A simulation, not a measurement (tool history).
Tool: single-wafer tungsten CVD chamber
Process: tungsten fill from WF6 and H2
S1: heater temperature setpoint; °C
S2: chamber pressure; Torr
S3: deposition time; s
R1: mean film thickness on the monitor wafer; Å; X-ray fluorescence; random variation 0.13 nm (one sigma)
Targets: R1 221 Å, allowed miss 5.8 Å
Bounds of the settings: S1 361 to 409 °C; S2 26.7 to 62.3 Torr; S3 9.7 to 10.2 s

run,hour,S1,S2,S3,R1
1,0,385,44.5,10.2,278.75
2,7.2,385,44.5,9.7,266.46
3,15.6,395,44.5,9.7,319.58
4,21,389,44.1,9.7,284.17
5,28.8,385,43.8,9.7,262.34
6,37.3,382,43.6,9.7,249.95
7,40.5,380,43.5,9.7,241.41
8,41.9,379,43.4,9.7,233.86
9,49.3,378,43.3,9.7,230.66

Which of these 4 next moves meets every target?
A,56.7,377,36.5,9.7,?
B,56.7,376,41.3,10,?
C,56.7,374,42.5,9.7,?
D,56.7,382,30.8,9.7,?

move,R1
A,207.04
B,222.49
C,210.45
D,209.19
A: takes the result that was furthest off past its target
B: meets every target
C: takes the result that was furthest off past its target
D: takes the result that was furthest off past its target
Move B is the one to make.
